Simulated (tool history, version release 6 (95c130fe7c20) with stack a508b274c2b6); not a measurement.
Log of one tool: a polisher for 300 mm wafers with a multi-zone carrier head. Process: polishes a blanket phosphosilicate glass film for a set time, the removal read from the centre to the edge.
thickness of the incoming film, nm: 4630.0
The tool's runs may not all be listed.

run	day	flow of slurry (ml/min)	pressure of the head's centre zone	pressure of the head's middle zone	pressure of the head's edge zone	abrasive content of the slurry	polishing time (s)	film removed at the wafer's centre (Å)	film removed at mid-radius (Å)	film removed at the wafer's edge (Å)
1	0.000	270	1.00	1.00	1.00	1.00	69	5777.0	5781.4	5723.8
2	0.283	270	1.00	1.00	1.00	0.85	69	5498.8	5534.2	5347.8
3	0.525	270	1.00	1.08	1.00	0.85	69	5455.6	5854.2	5304.4
4	0.896	270	1.00	1.16	1.00	0.85	69	5555.8	6184.8	5311.4
5	1.100	265	0.99	1.15	0.97	0.80	69	5347.2	5894.9	5148.5
6	1.275	265	0.99	1.19	0.97	0.80	69	5244.7	6055.9	5119.6
7	1.333	270	0.98	1.19	0.94	0.75	69	5139.5	5993.7	4946.0
8	1.371	265	0.97	1.18	0.92	0.75	69	5083.9	5800.3	4826.4
9	1.558	260	0.96	1.18	0.91	0.75	69	4906.6	5913.8	4855.5
10	1.667	255	0.96	1.17	0.90	0.75	69	4981.7	5795.6	4792.9
11	1.775	250	0.95	1.17	0.89	0.75	69	4893.9	5849.0	4745.4
12	1.946	245	0.95	1.16	0.88	0.75	69	4854.2	5615.8	4776.7

The next listed run, before its measurement:
13	2.021	245	0.95	1.16	0.87	0.75	69	?	?	?

film removed at the wafer's centre (Å): 4870.2
film removed at mid-radius (Å): 5882.0
film removed at the wafer's edge (Å): 4686.7

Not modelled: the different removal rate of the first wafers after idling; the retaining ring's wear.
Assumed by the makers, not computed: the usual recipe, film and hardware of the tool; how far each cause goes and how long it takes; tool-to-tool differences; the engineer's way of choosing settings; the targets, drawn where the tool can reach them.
